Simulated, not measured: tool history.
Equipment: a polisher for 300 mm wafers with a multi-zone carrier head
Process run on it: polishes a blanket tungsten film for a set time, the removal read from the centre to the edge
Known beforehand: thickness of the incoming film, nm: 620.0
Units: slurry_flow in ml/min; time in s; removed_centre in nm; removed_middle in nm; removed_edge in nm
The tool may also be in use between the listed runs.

run 1 hour=0.0 | slurry_flow=190 centre_zone=1.00 middle_zone=1.00 edge_zone=1.00 slurry_solids=1.00 time=45 | removed_centre=185.77 removed_middle=184.63 removed_edge=190.83
run 2 hour=7.4 | slurry_flow=190 centre_zone=1.08 middle_zone=1.00 edge_zone=1.00 slurry_solids=1.00 time=45 | removed_centre=191.00 removed_middle=186.76 removed_edge=190.73
run 3 hour=8.3 | slurry_flow=190 centre_zone=1.08 middle_zone=0.95 edge_zone=1.00 slurry_solids=1.00 time=45 | removed_centre=195.86 removed_middle=179.31 removed_edge=190.60
run 4 hour=10.2 | slurry_flow=200 centre_zone=1.09 middle_zone=0.97 edge_zone=1.02 slurry_solids=1.10 time=46 | removed_centre=201.35 removed_middle=184.58 removed_edge=201.72
run 5 hour=16.9 | slurry_flow=205 centre_zone=1.10 middle_zone=0.99 edge_zone=1.01 slurry_solids=1.15 time=48 | removed_centre=210.65 removed_middle=202.06 removed_edge=216.93
run 6 hour=18.5 | slurry_flow=205 centre_zone=1.10 middle_zone=0.99 edge_zone=1.01 slurry_solids=1.15 time=42 | removed_centre=187.55 removed_middle=176.13 removed_edge=187.49
run 7 hour=19.8 | slurry_flow=210 centre_zone=1.12 middle_zone=1.00 edge_zone=0.99 slurry_solids=1.20 time=45 | removed_centre=208.78 removed_middle=200.87 removed_edge=202.12
run 8 hour=24.0 | slurry_flow=215 centre_zone=1.13 middle_zone=1.01 edge_zone=0.99 slurry_solids=1.25 time=47 | removed_centre=221.05 removed_middle=212.32 removed_edge=212.37

For run 9, what comes out?
run 9 hour=28.3 | slurry_flow=220 centre_zone=1.14 middle_zone=1.02 edge_zone=1.00 slurry_solids=1.30 time=48 | removed_centre=? removed_middle=? removed_edge=?

Run 9 yielded removed_centre 227.08 nm, removed_middle 216.30 nm, removed_edge 219.83 nm.
